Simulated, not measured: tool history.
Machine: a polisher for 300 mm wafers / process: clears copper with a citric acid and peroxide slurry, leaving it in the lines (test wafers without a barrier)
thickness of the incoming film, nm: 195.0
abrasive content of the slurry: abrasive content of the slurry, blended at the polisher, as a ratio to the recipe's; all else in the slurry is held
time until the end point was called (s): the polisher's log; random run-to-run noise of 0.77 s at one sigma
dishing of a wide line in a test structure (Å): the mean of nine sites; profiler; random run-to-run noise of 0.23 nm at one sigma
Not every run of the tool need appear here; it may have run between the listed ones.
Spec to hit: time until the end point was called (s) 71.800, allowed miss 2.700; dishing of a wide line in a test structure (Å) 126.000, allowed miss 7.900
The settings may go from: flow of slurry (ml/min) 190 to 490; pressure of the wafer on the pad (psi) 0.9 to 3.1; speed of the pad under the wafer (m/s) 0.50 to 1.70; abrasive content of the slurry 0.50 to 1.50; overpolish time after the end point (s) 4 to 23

| run | hour | flow of slurry (ml/min) | pressure of the wafer on the pad (psi) | speed of the pad under the wafer (m/s) | abrasive content of the slurry | overpolish time after the end point (s) | time until the end point was called (s) | dishing of a wide line in a test structure (Å) |
|---|---|---|---|---|---|---|---|---|
| 1 | 0.0 | 315 | 2.0 | 1.10 | 1.00 | 12 | 127.300 | 127.890 |
| 2 | 0.6 | 315 | 2.0 | 1.10 | 1.00 | 8 | 124.870 | 84.753 |
| 3 | 4.9 | 315 | 2.2 | 1.10 | 1.00 | 8 | 112.060 | 93.660 |
| 4 | 12.2 | 315 | 2.4 | 1.10 | 1.00 | 8 | 104.160 | 102.110 |
| 5 | 19.5 | 380 | 2.4 | 1.10 | 1.00 | 8 | 102.530 | 99.715 |
| 6 | 27.3 | 380 | 2.5 | 1.10 | 1.00 | 8 | 100.210 | 104.070 |
|  | 28.8 | slurry blender recalibrated |
| 7 | 28.8 | 380 | 2.5 | 1.10 | 1.00 | 8 | 94.719 | 111.370 |
| 8 | 35.4 | 385 | 2.6 | 1.10 | 1.00 | 8 | 89.425 | 111.200 |
| 9 | 43.5 | 385 | 2.7 | 1.10 | 1.00 | 8 | 86.776 | 116.260 |
| 10 | 51.3 | 385 | 2.8 | 1.10 | 1.00 | 8 | 84.016 | 124.880 |
| 11 | 60.3 | 385 | 2.9 | 1.10 | 1.00 | 8 | 81.056 | 126.040 |
| 12 | 68.4 | 390 | 2.9 | 1.10 | 1.00 | 8 | 81.821 | 126.240 |
| 13 | 70.1 | 395 | 2.9 | 1.10 | 1.00 | 8 | 82.436 | 129.090 |
| 14 | 72.8 | 395 | 2.9 | 1.12 | 1.00 | 8 | 80.527 | 129.350 |
| 15 | 78.1 | 400 | 3.0 | 1.14 | 1.00 | 7 | 74.484 | 117.900 |
| 16 | 80.7 | 400 | 3.0 | 1.14 | 1.00 | 7 | 77.006 | 121.120 |

Of the 5 settings listed for the next run, only one would bring every result within its allowed miss of target. Which one?
| A | 83.3 | 420 | 2.9 | 1.24 | 1.05 | 7 | ? | ? |
| B | 83.3 | 340 | 3.0 | 1.18 | 0.80 | 9 | ? | ? |
| C | 83.3 | 370 | 3.1 | 1.10 | 0.90 | 9 | ? | ? |
| D | 83.3 | 420 | 2.5 | 1.36 | 0.90 | 9 | ? | ? |
| E | 83.3 | 395 | 3.1 | 1.14 | 1.10 | 8 | ? | ? |

| move | time until the end point was called (s) | dishing of a wide line in a test structure (Å) |
|---|---|---|
| A | 72.773 | 123.160 |
| B | 78.951 | 143.950 |
| C | 79.623 | 142.970 |
| D | 79.121 | 142.980 |
| E | 73.685 | 137.820 |
A: every result within its allowed miss
B: its largest miss is bigger than the last run's
C: its largest miss is bigger than the last run's
D: its largest miss is bigger than the last run's
E: the furthest-off result lands on target, but another misses its tolerance
A meets every target.
